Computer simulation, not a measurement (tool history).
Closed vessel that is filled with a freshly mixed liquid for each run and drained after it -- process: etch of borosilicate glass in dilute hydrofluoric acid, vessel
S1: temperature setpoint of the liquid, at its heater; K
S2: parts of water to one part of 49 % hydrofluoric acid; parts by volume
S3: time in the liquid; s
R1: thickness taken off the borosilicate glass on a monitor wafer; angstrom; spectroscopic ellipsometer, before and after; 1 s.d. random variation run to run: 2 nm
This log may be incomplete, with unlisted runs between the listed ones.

Run 1, day 0.000: S1 295.15 K, S2 90 parts by volume, S3 350 s. Result: R1 937.69 angstrom.
Run 2, day 0.054: S1 296.15 K, S2 85 parts by volume, S3 350 s. Result: R1 1046.50 angstrom.
Run 3, day 0.358: S1 296.15 K, S2 85 parts by volume, S3 350 s. Result: R1 1043.10 angstrom.
Run 4, day 0.675: S1 296.15 K, S2 75 parts by volume, S3 350 s. Result: R1 1214.60 angstrom.
Run 5, day 0.962: S1 299.65 K, S2 75 parts by volume, S3 350 s. Result: R1 1387.10 angstrom.
Run 6, day 1.300: S1 299.65 K, S2 75 parts by volume, S3 370 s. Result: R1 1448.10 angstrom.
Run 7, day 1.333: S1 300.15 K, S2 70 parts by volume, S3 370 s. Result: R1 1596.40 angstrom.
Run 8, day 1.429: S1 300.65 K, S2 70 parts by volume, S3 370 s. Result: R1 1617.00 angstrom.
Run 9, day 1.475: S1 301.15 K, S2 70 parts by volume, S3 370 s. Result: R1 1656.00 angstrom.

The next listed run, before its measurement:
Run 10, day 1.700: S1 302.15 K, S2 60 parts by volume, S3 370 s. Result: R1 ?.

R1: 2023.50 angstrom
